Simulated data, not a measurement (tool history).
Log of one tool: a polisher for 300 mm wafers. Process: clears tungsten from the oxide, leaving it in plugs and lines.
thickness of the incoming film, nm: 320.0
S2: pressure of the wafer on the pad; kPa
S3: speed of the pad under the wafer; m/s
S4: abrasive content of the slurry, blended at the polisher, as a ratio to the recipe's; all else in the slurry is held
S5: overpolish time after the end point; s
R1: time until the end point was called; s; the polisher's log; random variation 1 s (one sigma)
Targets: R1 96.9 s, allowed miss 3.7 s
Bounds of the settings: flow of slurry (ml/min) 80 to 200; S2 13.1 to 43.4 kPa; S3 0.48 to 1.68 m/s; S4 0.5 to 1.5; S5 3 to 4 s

Run 1, hour 0: flow of slurry (ml/min) 130, S2 28.3 kPa, S3 1.08 m/s, S4 1, S5 4 s. Result: R1 50.093 s.
Run 2, hour 9: flow of slurry (ml/min) 130, S2 28.3 kPa, S3 1.08 m/s, S4 1, S5 3 s. Result: R1 49.617 s.
Run 3, hour 10.1: flow of slurry (ml/min) 125, S2 24.8 kPa, S3 1.06 m/s, S4 1, S5 3 s. Result: R1 55.283 s.
Run 4, hour 19: flow of slurry (ml/min) 125, S2 22.1 kPa, S3 1 m/s, S4 1, S5 3 s. Result: R1 64.147 s.
Run 5, hour 21.9: flow of slurry (ml/min) 125, S2 29 kPa, S3 1 m/s, S4 1, S5 3 s. Result: R1 51.722 s.
Run 6, hour 25.7: flow of slurry (ml/min) 125, S2 25.5 kPa, S3 0.96 m/s, S4 1, S5 3 s. Result: R1 58.79 s.
Run 7, hour 27.6: flow of slurry (ml/min) 125, S2 22.8 kPa, S3 0.92 m/s, S4 1, S5 3 s. Result: R1 65.89 s.
Run 8, hour 34.9: flow of slurry (ml/min) 125, S2 20.7 kPa, S3 0.9 m/s, S4 1, S5 3 s. Result: R1 71.245 s.
Run 9, hour 37: flow of slurry (ml/min) 110, S2 13.1 kPa, S3 0.84 m/s, S4 1, S5 3 s. Result: R1 103.49 s.
Run 10, hour 44.3: flow of slurry (ml/min) 115, S2 13.1 kPa, S3 0.84 m/s, S4 1, S5 3 s. Result: R1 105.11 s.

Which of these 5 next moves meets every target?
Run A, hour 51.6: flow of slurry (ml/min) 140, S2 15.2 kPa, S3 0.9 m/s, S4 0.95, S5 3 s. Result: R1 ?.
Run B, hour 51.6: flow of slurry (ml/min) 120, S2 13.1 kPa, S3 0.72 m/s, S4 0.95, S5 3 s. Result: R1 ?.
Run C, hour 51.6: flow of slurry (ml/min) 110, S2 13.8 kPa, S3 0.78 m/s, S4 0.95, S5 3 s. Result: R1 ?.
Run D, hour 51.6: flow of slurry (ml/min) 120, S2 16.5 kPa, S3 0.76 m/s, S4 0.95, S5 3 s. Result: R1 ?.
Run E, hour 51.6: flow of slurry (ml/min) 90, S2 13.1 kPa, S3 0.8 m/s, S4 1.1, S5 4 s. Result: R1 ?.

move      R1
   A  89.106
   B  116.06
   C  108.64
   D  96.513
   E   111.3
A: takes the result that was furthest off past its target
B: further off than the last run
C: further off than the last run
D: meets every target
E: further off than the last run
Move D is the one to make.
